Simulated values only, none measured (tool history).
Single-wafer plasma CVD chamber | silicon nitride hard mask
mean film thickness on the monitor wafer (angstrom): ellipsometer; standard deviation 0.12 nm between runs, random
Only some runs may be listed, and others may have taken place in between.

run  hour  heater temperature setpoint (°C)  chamber pressure (Pa)  RF power (kW)  deposition time (s)  mean film thickness on the monitor wafer (angstrom)
  1     0                               395                    141           0.34                 20.8                                               248.54
  2   4.1                               395                    151          0.345                 20.8                                               259.29
  3  12.3                               395                    151          0.325                 20.8                                               251.84
  4  18.5                               399                    151          0.325                 20.8                                               250.73
  5  19.7                               399                    159           0.33                 20.8                                                257.3
  6  20.6                               399                    139           0.33                 20.8                                               244.05
  7  28.3                               399                    149          0.335                 20.8                                               253.01
  8  33.3                               399                    157           0.34                 20.8                                               258.58
  9  40.2                               399                    165          0.345                 20.8                                               265.72
 10  44.6                               399                    165          0.345                 20.8                                               264.72

Run 11 has not been measured yet. What should we expect?
 11  52.9                               399                    171           0.35                 20.8                                                    ?

For run 11 the tool returned mean film thickness on the monitor wafer (angstrom) 272.53.

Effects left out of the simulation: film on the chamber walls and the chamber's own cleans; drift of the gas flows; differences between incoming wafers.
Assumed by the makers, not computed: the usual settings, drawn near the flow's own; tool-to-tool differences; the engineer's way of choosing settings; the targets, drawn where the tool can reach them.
